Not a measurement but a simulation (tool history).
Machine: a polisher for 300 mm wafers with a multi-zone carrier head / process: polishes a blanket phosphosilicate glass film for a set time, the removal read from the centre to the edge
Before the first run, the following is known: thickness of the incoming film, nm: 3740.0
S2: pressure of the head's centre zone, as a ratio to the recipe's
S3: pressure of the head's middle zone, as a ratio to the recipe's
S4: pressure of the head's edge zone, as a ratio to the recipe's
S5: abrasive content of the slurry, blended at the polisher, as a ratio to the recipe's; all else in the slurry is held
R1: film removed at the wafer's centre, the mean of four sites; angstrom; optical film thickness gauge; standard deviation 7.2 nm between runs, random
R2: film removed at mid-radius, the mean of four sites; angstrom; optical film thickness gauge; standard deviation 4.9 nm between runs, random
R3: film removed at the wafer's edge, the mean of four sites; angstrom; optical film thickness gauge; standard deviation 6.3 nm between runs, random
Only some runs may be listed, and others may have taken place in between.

run 1 day=0.000 | flow_of_slurry_(ml/min)=160 S2=1.00 S3=1.00 S4=1.00 S5=1.00 polishing_time_(s)=52 | R1=4343.1 R2=4301.8 R3=4362.6
run 2 day=0.296 | flow_of_slurry_(ml/min)=165 S2=1.02 S3=1.00 S4=1.02 S5=1.00 polishing_time_(s)=52 | R1=4413.5 R2=4341.9 R3=4354.9
run 3 day=0.629 | flow_of_slurry_(ml/min)=165 S2=0.99 S3=1.00 S4=1.02 S5=1.00 polishing_time_(s)=52 | R1=4210.3 R2=4339.7 R3=4386.9
run 4 day=0.829 | flow_of_slurry_(ml/min)=165 S2=0.99 S3=1.08 S4=1.02 S5=1.00 polishing_time_(s)=52 | R1=4379.3 R2=4611.8 R3=4271.9
run 5 day=1.050 | flow_of_slurry_(ml/min)=165 S2=1.03 S3=1.08 S4=1.02 S5=1.00 polishing_time_(s)=52 | R1=4542.3 R2=4610.5 R3=4428.1
run 6 day=1.238 | flow_of_slurry_(ml/min)=170 S2=1.05 S3=1.07 S4=1.02 S5=1.00 polishing_time_(s)=52 | R1=4542.4 R2=4630.7 R3=4368.2
run 7 day=1.588 | flow_of_slurry_(ml/min)=165 S2=1.07 S3=1.05 S4=1.01 S5=1.05 polishing_time_(s)=52 | R1=4685.2 R2=4600.1 R3=4457.5
run 8 day=1.754 | flow_of_slurry_(ml/min)=165 S2=1.09 S3=1.03 S4=1.00 S5=1.10 polishing_time_(s)=52 | R1=4912.7 R2=4566.4 R3=4392.2
run 9 day=2.100 | flow_of_slurry_(ml/min)=165 S2=1.10 S3=1.02 S4=1.02 S5=1.15 polishing_time_(s)=52 | R1=5016.2 R2=4746.1 R3=4699.5

The next listed run, before its measurement:
run 10 day=2.342 | flow_of_slurry_(ml/min)=165 S2=1.11 S3=1.00 S4=1.02 S5=1.15 polishing_time_(s)=52 | R1=? R2=? R3=?

Logged for run 10: R1 5027.3 angstrom, R2 4575.3 angstrom, R3 4570.1 angstrom.

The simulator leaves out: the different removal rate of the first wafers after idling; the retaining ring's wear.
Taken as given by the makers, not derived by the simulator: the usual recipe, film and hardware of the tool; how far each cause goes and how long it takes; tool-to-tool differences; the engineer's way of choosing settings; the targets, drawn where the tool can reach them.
